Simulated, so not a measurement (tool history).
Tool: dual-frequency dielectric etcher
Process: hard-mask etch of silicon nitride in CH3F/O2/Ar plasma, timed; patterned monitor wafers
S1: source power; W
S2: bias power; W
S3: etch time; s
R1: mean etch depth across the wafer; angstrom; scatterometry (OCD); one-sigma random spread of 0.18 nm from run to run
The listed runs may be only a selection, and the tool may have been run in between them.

run,hour,S1,S2,S3,R1
1,0,400,77,126.5,907.38
2,2.4,380,76,126,880.66
3,10.9,380,71,126,863.14
4,17.2,370,70,126,856.32
5,20,360,69,126,850.09
6,28.8,350,68,125.5,836.97

Run 7 has not been measured yet. What should we expect?
7,34.1,340,67,125,?

For run 7 the tool returned R1 827.42 angstrom.

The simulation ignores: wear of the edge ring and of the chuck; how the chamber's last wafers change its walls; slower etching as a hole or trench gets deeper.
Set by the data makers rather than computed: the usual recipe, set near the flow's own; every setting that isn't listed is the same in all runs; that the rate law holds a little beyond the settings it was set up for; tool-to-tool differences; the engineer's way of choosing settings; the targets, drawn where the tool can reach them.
